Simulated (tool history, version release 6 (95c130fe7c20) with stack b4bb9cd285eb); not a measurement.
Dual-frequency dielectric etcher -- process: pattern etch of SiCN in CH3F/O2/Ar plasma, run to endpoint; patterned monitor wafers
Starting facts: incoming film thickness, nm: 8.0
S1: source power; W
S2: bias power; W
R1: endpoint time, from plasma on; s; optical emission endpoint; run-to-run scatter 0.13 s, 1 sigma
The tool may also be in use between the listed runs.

run    day   S1  S2      R1
  1      0  330  71  22.501
  2   0.25  310  71  23.471
  3  0.329  310  78  22.294
  4  0.412  310  69  23.364
  5  0.671  310  62  23.699
  6      1  330  64  23.234
  7   1.05  350  66  22.162
  8  1.246  360  67  22.093
  9  1.525  370  68   21.64

Run 10, settings as shown, results not yet in. Your forecast:
 10  1.85  380  69   ?

R1: 21.271 s
